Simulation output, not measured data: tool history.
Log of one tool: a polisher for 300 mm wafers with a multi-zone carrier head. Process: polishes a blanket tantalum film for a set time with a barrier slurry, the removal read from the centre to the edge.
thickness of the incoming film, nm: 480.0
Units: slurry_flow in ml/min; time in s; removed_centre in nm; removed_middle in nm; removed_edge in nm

| run | day | slurry_flow | centre_zone | middle_zone | edge_zone | slurry_solids | time | removed_centre | removed_middle | removed_edge |
|---|---|---|---|---|---|---|---|---|---|---|
| 1 | 0 | 210 | 1 | 1 | 1 | 1 | 87 | 156.71 | 156.59 | 152.45 |
| 2 | 0.3 | 210 | 1 | 1 | 1 | 0.9 | 87 | 146.49 | 150.94 | 148.88 |
| 3 | 0.458 | 170 | 1 | 1 | 1 | 0.9 | 87 | 142.3 | 149.72 | 142.4 |
| 4 | 0.725 | 170 | 1 | 1 | 1 | 0.9 | 96 | 157.14 | 164.52 | 159.99 |
| 5 | 0.804 | 170 | 1 | 1 | 1.06 | 0.9 | 96 | 157.58 | 162.1 | 163.63 |
| 6 | 1.012 | 170 | 1 | 1 | 1.06 | 0.9 | 116 | 193.13 | 197.26 | 201.64 |

Run 7 comes next. What will it give?
| 7 | 1.312 | 165 | 1.01 | 0.97 | 1.03 | 0.8 | 99 | ? | ? | ? |

Run 7 gave removed_centre 150.79 nm, removed_middle 156.9 nm, removed_edge 158.36 nm.

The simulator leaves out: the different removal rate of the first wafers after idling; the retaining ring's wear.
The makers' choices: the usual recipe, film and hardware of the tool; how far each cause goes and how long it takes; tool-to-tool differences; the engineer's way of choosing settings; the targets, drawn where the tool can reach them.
